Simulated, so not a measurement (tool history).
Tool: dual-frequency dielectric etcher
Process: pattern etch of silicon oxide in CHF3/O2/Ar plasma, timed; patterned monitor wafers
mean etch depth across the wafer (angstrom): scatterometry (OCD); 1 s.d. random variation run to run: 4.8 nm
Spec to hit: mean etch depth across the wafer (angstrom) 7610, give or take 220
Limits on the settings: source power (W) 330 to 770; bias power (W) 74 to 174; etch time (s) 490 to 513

run,day,source power (W),bias power (W),etch time (s),mean etch depth across the wafer (angstrom)
1,0,550,124,490,8233.8
2,0.088,540,123,490,8213
3,0.379,640,123,490,8679.7
4,0.479,640,123,490,8569.2
5,0.792,560,123,490,8286.6
6,1.171,540,121,490,8170.3
7,1.404,530,119,490,7907.3
8,1.538,520,119,490,7906
9,1.788,510,118,490,7912.4

Of the 5 settings listed for the next run, only one would bring every result within its allowed miss of target. Which one?
A,2.038,350,122,497.5,?
B,2.038,490,95,490,?
C,2.038,430,105,491,?
D,2.038,440,103,490,?
E,2.038,610,91,501,?

move,mean etch depth across the wafer (angstrom)
A,7177.7
B,7057.2
C,7075
D,7054.3
E,7620.1
A: the result that was furthest off in the last run now lies on the other side of its target
B: the result that was furthest off in the last run now lies on the other side of its target
C: the result that was furthest off in the last run now lies on the other side of its target
D: the result that was furthest off in the last run now lies on the other side of its target
E: all results land within tolerance of their targets
Answer: E
